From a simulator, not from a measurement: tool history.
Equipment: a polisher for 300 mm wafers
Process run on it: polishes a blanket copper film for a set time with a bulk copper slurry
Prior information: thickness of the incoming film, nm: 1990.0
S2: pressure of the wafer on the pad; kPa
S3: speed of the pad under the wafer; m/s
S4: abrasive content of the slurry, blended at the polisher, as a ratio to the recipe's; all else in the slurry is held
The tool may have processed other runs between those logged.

Run 1, hour 0: flow of slurry (ml/min) 195, S2 20.7 kPa, S3 0.98 m/s, S4 1, polishing time (s) 22. Result: film removed (Å) 2390.4.
Run 2, hour 0.6: flow of slurry (ml/min) 195, S2 20.7 kPa, S3 1.18 m/s, S4 1, polishing time (s) 22. Result: film removed (Å) 2882.7.
Run 3, hour 6.5: flow of slurry (ml/min) 190, S2 18.6 kPa, S3 1.18 m/s, S4 1, polishing time (s) 22. Result: film removed (Å) 2564.9.
Run 4, hour 13.1: flow of slurry (ml/min) 190, S2 18.6 kPa, S3 1.34 m/s, S4 1, polishing time (s) 22. Result: film removed (Å) 2958.1.
Run 5, hour 16: flow of slurry (ml/min) 185, S2 16.5 kPa, S3 1.34 m/s, S4 1, polishing time (s) 22. Result: film removed (Å) 2656.2.
Run 6, hour 18.6: flow of slurry (ml/min) 185, S2 16.5 kPa, S3 1.34 m/s, S4 0.9, polishing time (s) 22. Result: film removed (Å) 2512.6.

For run 7, what comes out?
Run 7, hour 20: flow of slurry (ml/min) 180, S2 15.2 kPa, S3 1.34 m/s, S4 0.9, polishing time (s) 22. Result: film removed (Å) ?.

{"run 7": {"film removed (Å)": 2303.3}}
